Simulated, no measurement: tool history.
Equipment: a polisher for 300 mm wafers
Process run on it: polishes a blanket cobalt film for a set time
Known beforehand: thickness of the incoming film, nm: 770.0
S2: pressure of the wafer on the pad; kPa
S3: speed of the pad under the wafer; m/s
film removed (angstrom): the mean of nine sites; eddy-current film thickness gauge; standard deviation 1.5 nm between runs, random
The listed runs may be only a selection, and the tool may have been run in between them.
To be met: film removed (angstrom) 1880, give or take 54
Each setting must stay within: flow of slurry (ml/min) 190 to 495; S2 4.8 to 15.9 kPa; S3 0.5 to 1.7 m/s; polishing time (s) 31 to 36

{"run": 1, "day": 0.0, "flow of slurry (ml/min)": 320, "S2": 10.3, "S3": 1.1, "polishing time (s)": 36, "film removed (angstrom)": 1216.2}
{"run": 2, "day": 0.138, "flow of slurry (ml/min)": 260, "S2": 10.3, "S3": 1.1, "polishing time (s)": 36, "film removed (angstrom)": 1201.9}
{"run": 3, "day": 0.271, "flow of slurry (ml/min)": 260, "S2": 11.7, "S3": 1.1, "polishing time (s)": 36, "film removed (angstrom)": 1349.5}
{"run": 4, "day": 0.571, "flow of slurry (ml/min)": 260, "S2": 12.4, "S3": 1.1, "polishing time (s)": 36, "film removed (angstrom)": 1438}
{"run": 5, "day": 0.854, "flow of slurry (ml/min)": 260, "S2": 13.1, "S3": 1.1, "polishing time (s)": 36, "film removed (angstrom)": 1518.7}
{"run": 6, "day": 1.179, "flow of slurry (ml/min)": 260, "S2": 13.8, "S3": 1.1, "polishing time (s)": 36, "film removed (angstrom)": 1594.2}
{"run": 7, "day": 1.4, "flow of slurry (ml/min)": 260, "S2": 14.5, "S3": 1.1, "polishing time (s)": 36, "film removed (angstrom)": 1660.1}
{"run": 8, "day": 1.429, "flow of slurry (ml/min)": 260, "S2": 15.2, "S3": 1.12, "polishing time (s)": 36, "film removed (angstrom)": 1768.2}

Exercise: of the 5 proposed moves below, exactly one satisfies all targets within the stated allowed misses. Which move is it?
{"run": "A", "day": 1.458, "flow of slurry (ml/min)": 275, "S2": 14.5, "S3": 1.16, "polishing time (s)": 33, "film removed (angstrom)": "?"}
{"run": "B", "day": 1.458, "flow of slurry (ml/min)": 250, "S2": 15.2, "S3": 1.32, "polishing time (s)": 33, "film removed (angstrom)": "?"}
{"run": "C", "day": 1.458, "flow of slurry (ml/min)": 195, "S2": 15.9, "S3": 1.16, "polishing time (s)": 33, "film removed (angstrom)": "?"}
{"run": "D", "day": 1.458, "flow of slurry (ml/min)": 190, "S2": 15.9, "S3": 1.36, "polishing time (s)": 34, "film removed (angstrom)": "?"}
{"run": "E", "day": 1.458, "flow of slurry (ml/min)": 265, "S2": 15.9, "S3": 1.08, "polishing time (s)": 35, "film removed (angstrom)": "?"}

move=A film_removed_(angstrom)=1628.8
move=B film_removed_(angstrom)=1911.5
move=C film_removed_(angstrom)=1698
move=D film_removed_(angstrom)=2033.3
move=E film_removed_(angstrom)=1754.5
A: further off than the last run
B: all results in spec
C: further off than the last run
D: the result that was furthest off in the last run now lies on the other side of its target
E: further off than the last run
Answer: B
